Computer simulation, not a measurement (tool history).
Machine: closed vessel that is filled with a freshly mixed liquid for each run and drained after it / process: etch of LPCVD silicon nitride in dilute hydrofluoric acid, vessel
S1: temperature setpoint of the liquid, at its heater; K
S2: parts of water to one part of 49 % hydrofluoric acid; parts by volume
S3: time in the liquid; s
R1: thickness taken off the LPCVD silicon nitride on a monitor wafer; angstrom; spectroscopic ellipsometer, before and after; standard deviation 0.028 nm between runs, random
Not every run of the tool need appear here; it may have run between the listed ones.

run    day      S1   S2   S3      R1
  1      0  293.15  215  850  15.401
  2  0.362  294.15  215  850  16.609
  3  0.754  294.65  215  850  17.272
  4  0.971  294.65  280  850  12.733
  5  1.283  294.65  220  850  16.744
  6   1.35  295.15  220  850  16.909

Run 7 is up next; what results do you expect?
  7  1.433  295.65  215  850   ?

Run 7 came out at R1 17.935 angstrom.
